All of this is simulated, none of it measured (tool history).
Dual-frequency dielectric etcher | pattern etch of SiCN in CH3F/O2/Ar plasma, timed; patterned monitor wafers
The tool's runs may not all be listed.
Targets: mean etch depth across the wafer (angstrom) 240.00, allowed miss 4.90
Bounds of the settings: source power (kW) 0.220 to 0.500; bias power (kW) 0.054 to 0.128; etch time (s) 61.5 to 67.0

run	day	source power (kW)	bias power (kW)	etch time (s)	mean etch depth across the wafer (angstrom)
1	0.000	0.360	0.091	67.0	260.73
2	0.071	0.360	0.099	67.0	269.98
3	0.354	0.350	0.098	67.0	265.40
4	0.600	0.340	0.098	67.0	262.67
5	0.638	0.340	0.113	67.0	274.83
6	0.796	0.330	0.112	67.0	272.32
7	1.146	0.320	0.111	67.0	269.30
8	1.483	0.310	0.110	67.0	264.85
9	1.679	0.300	0.109	67.0	261.59

Which of these 4 next moves meets every target?
A	1.875	0.350	0.113	61.5	?
B	1.875	0.330	0.113	67.0	?
C	1.875	0.280	0.121	64.0	?
D	1.875	0.270	0.113	62.5	?

move	mean etch depth across the wafer (angstrom)
A	254.88
B	272.62
C	253.11
D	239.19
A: nearer than the last run, and not there yet
B: further off than the last run
C: nearer than the last run, and not there yet
D: meets every target
Move D is the one to make.
